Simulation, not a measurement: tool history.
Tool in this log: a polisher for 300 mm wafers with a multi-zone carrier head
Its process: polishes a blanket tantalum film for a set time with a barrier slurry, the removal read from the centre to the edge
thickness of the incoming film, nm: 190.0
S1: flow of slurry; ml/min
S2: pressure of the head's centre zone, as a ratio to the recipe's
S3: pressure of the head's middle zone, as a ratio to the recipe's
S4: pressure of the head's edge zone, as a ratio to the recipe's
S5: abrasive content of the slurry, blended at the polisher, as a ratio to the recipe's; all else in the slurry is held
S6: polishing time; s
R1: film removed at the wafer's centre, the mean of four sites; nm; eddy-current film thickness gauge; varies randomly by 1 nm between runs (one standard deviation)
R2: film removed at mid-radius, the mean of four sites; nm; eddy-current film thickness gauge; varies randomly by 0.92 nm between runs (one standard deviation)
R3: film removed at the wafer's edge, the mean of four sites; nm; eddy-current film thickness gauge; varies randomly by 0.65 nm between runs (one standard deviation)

Run 1, day 0: S1 310 ml/min, S2 1, S3 1, S4 1, S5 1, S6 36 s. Result: R1 71.336 nm, R2 70.529 nm, R3 71.457 nm.
Run 2, day 0.046: S1 315 ml/min, S2 0.99, S3 1.02, S4 1.03, S5 1.1, S6 37 s. Result: R1 76.095 nm, R2 75.585 nm, R3 75.932 nm.
Run 3, day 0.35: S1 315 ml/min, S2 0.99, S3 1.02, S4 1.03, S5 1, S6 37 s. Result: R1 73.404 nm, R2 75.677 nm, R3 73.898 nm.
Run 4, day 0.412: S1 315 ml/min, S2 0.99, S3 1.02, S4 0.95, S5 1, S6 37 s. Result: R1 71.944 nm, R2 74.561 nm, R3 70.703 nm.
Run 5, day 0.496: S1 315 ml/min, S2 0.99, S3 1.02, S4 1.01, S5 1, S6 37 s. Result: R1 71.823 nm, R2 74.058 nm, R3 72.933 nm.
Run 6, day 0.779: S1 315 ml/min, S2 0.96, S3 1.04, S4 1.03, S5 1.1, S6 38 s. Result: R1 75.855 nm, R2 79.943 nm, R3 77.749 nm.
Run 7, day 1.075: S1 315 ml/min, S2 0.93, S3 1.05, S4 1.06, S5 1.15, S6 38 s. Result: R1 72.882 nm, R2 82.102 nm, R3 79.478 nm.
Run 8, day 1.4: S1 315 ml/min, S2 0.92, S3 1.06, S4 1.08, S5 1.2, S6 38 s. Result: R1 73.951 nm, R2 82.53 nm, R3 82.81 nm.
Run 9, day 1.621: S1 320 ml/min, S2 0.92, S3 1.08, S4 1.09, S5 1.25, S6 38 s. Result: R1 73.891 nm, R2 85.06 nm, R3 82.193 nm.
Run 10, day 1.675: S1 320 ml/min, S2 0.91, S3 1.09, S4 1.1, S5 1.3, S6 39 s. Result: R1 77.245 nm, R2 87.359 nm, R3 87.199 nm.

Run 11, settings as shown, results not yet in. Your forecast:
Run 11, day 1.979: S1 325 ml/min, S2 0.9, S3 1.11, S4 1.11, S5 1.35, S6 39 s. Result: R1 ?, R2 ?, R3 ?.

{"run 11": {"R1": 77.101, "R2": 91.136, "R3": 88.952}}

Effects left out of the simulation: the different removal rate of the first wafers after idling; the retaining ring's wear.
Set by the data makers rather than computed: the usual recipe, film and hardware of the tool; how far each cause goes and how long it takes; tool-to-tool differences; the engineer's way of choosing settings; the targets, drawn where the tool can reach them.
